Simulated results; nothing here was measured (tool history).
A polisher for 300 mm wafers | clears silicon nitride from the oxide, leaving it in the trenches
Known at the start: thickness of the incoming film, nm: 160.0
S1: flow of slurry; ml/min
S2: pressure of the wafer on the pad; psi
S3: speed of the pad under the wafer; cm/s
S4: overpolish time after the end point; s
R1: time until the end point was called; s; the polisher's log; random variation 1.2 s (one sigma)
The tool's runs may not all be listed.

Run 1, hour 0: S1 145 ml/min, S2 2.8 psi, S3 110 cm/s, S4 6 s. Result: R1 201.58 s.
Run 2, hour 8.4: S1 145 ml/min, S2 3 psi, S3 110 cm/s, S4 6 s. Result: R1 191.41 s.
Run 3, hour 16: S1 145 ml/min, S2 3.1 psi, S3 110 cm/s, S4 6 s. Result: R1 187.36 s.
Run 4, hour 21.4: S1 145 ml/min, S2 3.2 psi, S3 112 cm/s, S4 6 s. Result: R1 176.81 s.
Run 5, hour 28.7: S1 145 ml/min, S2 3.2 psi, S3 134 cm/s, S4 6 s. Result: R1 151.4 s.
Run 6, hour 33.3: S1 145 ml/min, S2 3.3 psi, S3 134 cm/s, S4 6 s. Result: R1 147.04 s.
Run 7, hour 41.5: S1 145 ml/min, S2 3.4 psi, S3 134 cm/s, S4 6 s. Result: R1 144.6 s.

Forecast run 8:
Run 8, hour 46: S1 145 ml/min, S2 3.5 psi, S3 134 cm/s, S4 6 s. Result: R1 ?.

Run 8 gave R1 139.26 s.
